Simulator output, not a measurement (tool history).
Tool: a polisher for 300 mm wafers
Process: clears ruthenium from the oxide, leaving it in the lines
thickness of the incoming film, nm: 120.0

| run | hour | flow of slurry (ml/min) | pressure of the wafer on the pad (psi) | speed of the pad under the wafer (cm/s) | overpolish time after the end point (s) | time until the end point was called (s) |
|---|---|---|---|---|---|---|
| 1 | 0 | 210 | 2.7 | 112 | 7 | 64.986 |
| 2 | 4.8 | 235 | 2.7 | 112 | 7 | 66.671 |
| 3 | 8.6 | 235 | 2.5 | 106 | 7 | 71.704 |
| 4 | 14.5 | 235 | 2.5 | 88 | 7 | 83.972 |
| 5 | 23.4 | 235 | 2.3 | 82 | 7 | 97.274 |
| 6 | 26.9 | 235 | 2.1 | 80 | 7 | 107.46 |
| 7 | 35 | 235 | 2 | 78 | 7 | 113.96 |

The next listed run, before its measurement:
| 8 | 40.7 | 230 | 1.3 | 68 | 7 | ? |

Run 8 gave time until the end point was called (s) 195.08.
